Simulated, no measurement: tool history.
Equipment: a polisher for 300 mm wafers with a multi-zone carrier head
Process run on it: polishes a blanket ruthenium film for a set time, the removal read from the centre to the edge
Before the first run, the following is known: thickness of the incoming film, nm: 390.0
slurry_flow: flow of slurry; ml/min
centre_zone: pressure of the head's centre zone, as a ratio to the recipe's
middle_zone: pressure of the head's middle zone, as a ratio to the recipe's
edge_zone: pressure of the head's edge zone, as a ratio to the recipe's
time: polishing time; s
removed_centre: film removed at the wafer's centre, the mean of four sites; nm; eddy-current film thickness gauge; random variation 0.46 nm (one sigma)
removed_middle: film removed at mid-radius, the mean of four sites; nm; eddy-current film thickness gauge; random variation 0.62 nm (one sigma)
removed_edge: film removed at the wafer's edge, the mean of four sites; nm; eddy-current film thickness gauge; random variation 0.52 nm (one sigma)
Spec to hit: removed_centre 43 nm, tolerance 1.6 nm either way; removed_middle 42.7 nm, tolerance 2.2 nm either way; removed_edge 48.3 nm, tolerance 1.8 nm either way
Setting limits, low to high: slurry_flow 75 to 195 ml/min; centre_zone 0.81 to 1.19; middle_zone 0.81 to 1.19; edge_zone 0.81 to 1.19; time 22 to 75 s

run 1 hour=0 | slurry_flow=125 centre_zone=1 middle_zone=1 edge_zone=1 time=48 | removed_centre=54.215 removed_middle=54.375 removed_edge=56.245
run 2 hour=7.8 | slurry_flow=120 centre_zone=0.98 middle_zone=0.98 edge_zone=0.99 time=47 | removed_centre=51.02 removed_middle=52.279 removed_edge=53.687
run 3 hour=14.3 | slurry_flow=115 centre_zone=0.97 middle_zone=0.95 edge_zone=0.99 time=47 | removed_centre=49.357 removed_middle=49.365 removed_edge=54.005
run 4 hour=21.8 | slurry_flow=115 centre_zone=0.97 middle_zone=0.98 edge_zone=0.99 time=47 | removed_centre=50.239 removed_middle=51.335 removed_edge=53.244
run 5 hour=25.8 | slurry_flow=115 centre_zone=0.97 middle_zone=0.93 edge_zone=0.99 time=47 | removed_centre=49.418 removed_middle=48.376 removed_edge=54.581
run 6 hour=31.2 | slurry_flow=110 centre_zone=0.96 middle_zone=0.92 edge_zone=0.98 time=47 | removed_centre=47.729 removed_middle=49.176 removed_edge=53.443
run 7 hour=35 | slurry_flow=105 centre_zone=0.97 middle_zone=0.91 edge_zone=0.98 time=46 | removed_centre=46.758 removed_middle=45.458 removed_edge=50.585
-- hour=40.1 slurry nozzle cleaned
run 8 hour=40.1 | slurry_flow=100 centre_zone=0.96 middle_zone=0.91 edge_zone=0.98 time=46 | removed_centre=51.611 removed_middle=51.455 removed_edge=55.403
run 9 hour=41.6 | slurry_flow=135 centre_zone=0.92 middle_zone=0.9 edge_zone=1.02 time=42 | removed_centre=51.069 removed_middle=50.278 removed_edge=54.61
run 10 hour=47.5 | slurry_flow=135 centre_zone=0.92 middle_zone=0.9 edge_zone=1.02 time=42 | removed_centre=50.424 removed_middle=50.776 removed_edge=54.411

Consider the 5 candidate settings below. Which is the only one whose results all fall within their allowed miss of target?
run A hour=53.4 | slurry_flow=190 centre_zone=0.9 middle_zone=0.95 edge_zone=0.98 time=49 | removed_centre=? removed_middle=? removed_edge=?
run B hour=53.4 | slurry_flow=110 centre_zone=0.9 middle_zone=0.87 edge_zone=1.03 time=39 | removed_centre=? removed_middle=? removed_edge=?
run C hour=53.4 | slurry_flow=195 centre_zone=1.07 middle_zone=1.03 edge_zone=0.86 time=43 | removed_centre=? removed_middle=? removed_edge=?
run D hour=53.4 | slurry_flow=125 centre_zone=1.19 middle_zone=0.81 edge_zone=1.05 time=40 | removed_centre=? removed_middle=? removed_edge=?
run E hour=53.4 | slurry_flow=170 centre_zone=0.87 middle_zone=1.08 edge_zone=1.01 time=33 | removed_centre=? removed_middle=? removed_edge=?

move=A removed_centre=62.6 removed_middle=63.988 removed_edge=64.774
move=B removed_centre=43.621 removed_middle=42.718 removed_edge=48.657
move=C removed_centre=64.558 removed_middle=59.578 removed_edge=53.614
move=D removed_centre=59.947 removed_middle=43.196 removed_edge=51.613
move=E removed_centre=40.095 removed_middle=46.268 removed_edge=43.609
A: further off than the last run
B: in spec on every target
C: further off than the last run
D: further off than the last run
E: carries the result that was furthest off beyond its target, to the other side
B meets every target.
